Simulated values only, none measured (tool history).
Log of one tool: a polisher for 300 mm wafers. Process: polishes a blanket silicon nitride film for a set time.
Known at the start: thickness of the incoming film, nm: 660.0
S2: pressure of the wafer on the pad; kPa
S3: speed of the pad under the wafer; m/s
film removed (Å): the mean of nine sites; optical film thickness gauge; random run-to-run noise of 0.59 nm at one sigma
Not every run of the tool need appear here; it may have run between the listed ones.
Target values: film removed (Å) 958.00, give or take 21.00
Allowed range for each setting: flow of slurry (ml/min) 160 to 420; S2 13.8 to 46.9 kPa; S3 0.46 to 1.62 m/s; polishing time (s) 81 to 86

{"run": 1, "hour": 0.0, "flow of slurry (ml/min)": 270, "S2": 30.3, "S3": 1.04, "polishing time (s)": 81, "film removed (Å)": 1903.3}
{"run": 2, "hour": 9.0, "flow of slurry (ml/min)": 265, "S2": 25.5, "S3": 1.0, "polishing time (s)": 81, "film removed (Å)": 1616.4}
{"run": 3, "hour": 17.1, "flow of slurry (ml/min)": 260, "S2": 22.1, "S3": 0.92, "polishing time (s)": 81, "film removed (Å)": 1382.9}
{"run": 4, "hour": 17.7, "flow of slurry (ml/min)": 255, "S2": 20.0, "S3": 0.86, "polishing time (s)": 81, "film removed (Å)": 1225.0}
{"run": 5, "hour": 25.9, "flow of slurry (ml/min)": 250, "S2": 17.9, "S3": 0.84, "polishing time (s)": 81, "film removed (Å)": 1109.9}
{"run": 6, "hour": 34.1, "flow of slurry (ml/min)": 240, "S2": 16.5, "S3": 0.84, "polishing time (s)": 81, "film removed (Å)": 1035.9}
{"run": 7, "hour": 40.3, "flow of slurry (ml/min)": 225, "S2": 16.5, "S3": 0.84, "polishing time (s)": 81, "film removed (Å)": 1032.9}
{"run": 8, "hour": 44.7, "flow of slurry (ml/min)": 210, "S2": 16.5, "S3": 0.84, "polishing time (s)": 81, "film removed (Å)": 1013.6}
{"run": 9, "hour": 47.3, "flow of slurry (ml/min)": 175, "S2": 15.2, "S3": 0.84, "polishing time (s)": 81, "film removed (Å)": 915.11}
{"run": 10, "hour": 53.2, "flow of slurry (ml/min)": 185, "S2": 15.2, "S3": 0.84, "polishing time (s)": 81, "film removed (Å)": 923.4}
{"run": 11, "hour": 56.9, "flow of slurry (ml/min)": 190, "S2": 15.2, "S3": 0.84, "polishing time (s)": 81, "film removed (Å)": 930.53}
{"run": 12, "hour": 62.9, "flow of slurry (ml/min)": 195, "S2": 15.2, "S3": 0.84, "polishing time (s)": 81, "film removed (Å)": 924.92}

Next run, 4 choices. One meets every target within its allowed miss, the rest don't. Which?
{"run": "A", "hour": 68.9, "flow of slurry (ml/min)": 185, "S2": 14.5, "S3": 0.86, "polishing time (s)": 86, "film removed (Å)": "?"}
{"run": "B", "hour": 68.9, "flow of slurry (ml/min)": 175, "S2": 13.8, "S3": 0.82, "polishing time (s)": 86, "film removed (Å)": "?"}
{"run": "C", "hour": 68.9, "flow of slurry (ml/min)": 245, "S2": 14.5, "S3": 0.74, "polishing time (s)": 83, "film removed (Å)": "?"}
{"run": "D", "hour": 68.9, "flow of slurry (ml/min)": 185, "S2": 14.5, "S3": 0.74, "polishing time (s)": 85, "film removed (Å)": "?"}

move=A film_removed_(Å)=972.95
move=B film_removed_(Å)=903.35
move=C film_removed_(Å)=920.22
move=D film_removed_(Å)=886.59
A: in spec on every target
B: lands further from the targets than the last run did
C: lands further from the targets than the last run did
D: lands further from the targets than the last run did
Go with A: it meets all targets.

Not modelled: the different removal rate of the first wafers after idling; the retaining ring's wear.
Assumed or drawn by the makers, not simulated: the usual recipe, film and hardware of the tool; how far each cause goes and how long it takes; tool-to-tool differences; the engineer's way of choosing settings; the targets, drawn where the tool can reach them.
